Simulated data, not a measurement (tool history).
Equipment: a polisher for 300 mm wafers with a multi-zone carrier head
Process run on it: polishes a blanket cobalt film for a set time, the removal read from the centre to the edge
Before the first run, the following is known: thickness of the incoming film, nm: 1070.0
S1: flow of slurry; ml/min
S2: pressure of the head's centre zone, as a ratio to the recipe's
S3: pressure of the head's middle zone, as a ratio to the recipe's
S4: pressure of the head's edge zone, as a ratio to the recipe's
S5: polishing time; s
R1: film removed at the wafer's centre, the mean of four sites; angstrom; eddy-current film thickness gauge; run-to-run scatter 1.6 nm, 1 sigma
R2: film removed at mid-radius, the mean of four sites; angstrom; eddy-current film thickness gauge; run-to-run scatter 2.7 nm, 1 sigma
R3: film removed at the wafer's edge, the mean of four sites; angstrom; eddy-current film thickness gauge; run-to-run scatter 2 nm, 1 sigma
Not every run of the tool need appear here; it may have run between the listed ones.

run  hour   S1    S2    S3    S4  S5      R1      R2      R3
  1   0.0  170  1.00  1.00  1.00  79  2365.7  2398.1  2266.8
  2   4.3  165  0.99  0.99  0.99  79  2320.9  2398.2  2285.5
  3  10.8  165  0.99  1.02  0.99  79  2329.2  2355.6  2291.3
  4  14.9  150  0.99  1.02  0.99  79  2293.2  2435.7  2292.4
  5  23.0  150  0.99  0.97  0.99  79  2313.9  2346.9  2299.0
  6  24.8  150  0.98  0.97  0.99  78  2258.1  2279.5  2240.9
  7  31.7  150  0.97  0.97  0.98  77  2199.5  2251.6  2201.0
  8  36.9  150  0.96  0.97  0.97  77  2172.8  2271.0  2168.9
  9  39.2  150  0.95  0.96  0.97  77  2189.7  2243.5  2170.0
 10  48.2  145  0.94  0.96  0.97  76  2105.3  2225.3  2175.9
 11  51.8  145  0.93  0.95  0.96  76  2112.7  2190.5  2145.1
 12  59.5  145  0.92  0.95  0.96  76  2088.4  2139.2  2139.5
 13  60.2  145  0.91  0.96  0.95  76  2071.0  2220.6  2151.8

The next listed run, before its measurement:
 14  67.9  145  0.90  0.96  0.95  76   ?   ?   ?

{"run 14": {"R1": 2065.8, "R2": 2178.8, "R3": 2125.8}}
